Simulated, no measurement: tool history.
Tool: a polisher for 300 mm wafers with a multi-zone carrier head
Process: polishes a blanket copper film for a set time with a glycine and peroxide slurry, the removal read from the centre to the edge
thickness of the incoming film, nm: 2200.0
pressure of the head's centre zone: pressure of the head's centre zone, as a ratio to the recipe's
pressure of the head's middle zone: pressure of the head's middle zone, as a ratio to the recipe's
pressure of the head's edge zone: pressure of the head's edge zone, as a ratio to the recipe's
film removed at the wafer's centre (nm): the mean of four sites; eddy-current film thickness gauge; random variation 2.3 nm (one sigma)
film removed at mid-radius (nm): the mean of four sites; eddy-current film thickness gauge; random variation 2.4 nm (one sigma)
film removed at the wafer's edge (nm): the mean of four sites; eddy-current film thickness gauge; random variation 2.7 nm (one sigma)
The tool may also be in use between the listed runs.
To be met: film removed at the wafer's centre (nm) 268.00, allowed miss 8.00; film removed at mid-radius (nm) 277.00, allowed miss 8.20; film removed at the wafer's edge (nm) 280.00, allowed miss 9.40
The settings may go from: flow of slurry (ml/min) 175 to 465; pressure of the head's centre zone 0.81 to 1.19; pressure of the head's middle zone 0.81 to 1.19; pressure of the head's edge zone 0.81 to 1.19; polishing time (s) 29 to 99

run,hour,flow of slurry (ml/min),pressure of the head's centre zone,pressure of the head's middle zone,pressure of the head's edge zone,polishing time (s),film removed at the wafer's centre (nm),film removed at mid-radius (nm),film removed at the wafer's edge (nm)
1,0.0,295,1.00,1.00,1.00,64,420.37,409.27,423.17
2,3.7,295,1.00,1.00,1.08,64,423.70,409.11,437.14
3,6.2,295,0.98,0.99,1.03,58,373.92,370.00,377.91
4,11.5,295,0.94,0.99,1.03,58,355.40,371.74,387.48
5,14.6,295,0.99,0.99,1.03,58,372.23,365.89,386.00
6,20.3,295,0.98,0.98,0.98,54,346.39,345.27,352.63
7,28.0,295,0.97,0.96,0.95,51,323.60,318.41,324.36
8,35.4,290,0.94,0.94,0.92,50,315.90,308.92,310.92
9,37.5,285,0.91,0.93,0.91,49,289.42,297.38,302.21
10,41.7,275,0.90,0.92,0.89,49,283.14,289.60,304.06
11,49.4,280,0.90,0.92,0.87,48,281.00,291.68,292.03
# hour 50.6: worn pad replaced by a new one
12,50.6,270,0.90,0.91,0.86,48,302.98,309.64,310.97
13,56.5,295,0.89,0.91,0.86,48,306.51,315.03,314.32
14,62.1,235,0.86,0.87,0.81,42,252.50,254.23,268.25
15,63.9,250,0.86,0.87,0.81,42,254.37,256.53,263.30
16,71.5,260,0.86,0.87,0.82,43,256.47,268.66,268.96
17,72.5,285,0.90,0.86,0.87,44,280.76,268.23,292.05
18,77.6,280,0.89,0.87,0.86,44,280.06,274.61,289.68
19,79.5,275,0.89,0.88,0.85,44,277.68,278.29,286.13
20,84.3,275,0.89,0.88,0.85,44,275.22,279.18,283.36

4 next moves are on the table. One of them brings every result within its allowed miss. Which?
A,89.1,320,0.81,0.94,0.83,44,?,?,?
B,89.1,315,0.90,0.95,0.90,41,?,?,?
C,89.1,325,0.96,0.97,0.84,43,?,?,?
D,89.1,395,0.86,0.81,0.82,46,?,?,?

move,film removed at the wafer's centre (nm),film removed at mid-radius (nm),film removed at the wafer's edge (nm)
A,258.17,291.48,289.19
B,267.13,273.04,279.13
C,299.99,291.32,284.33
D,292.13,280.42,305.28
A: takes the result that was furthest off past its target
B: meets every target
C: further off than the last run
D: further off than the last run
Move B is the one to make.

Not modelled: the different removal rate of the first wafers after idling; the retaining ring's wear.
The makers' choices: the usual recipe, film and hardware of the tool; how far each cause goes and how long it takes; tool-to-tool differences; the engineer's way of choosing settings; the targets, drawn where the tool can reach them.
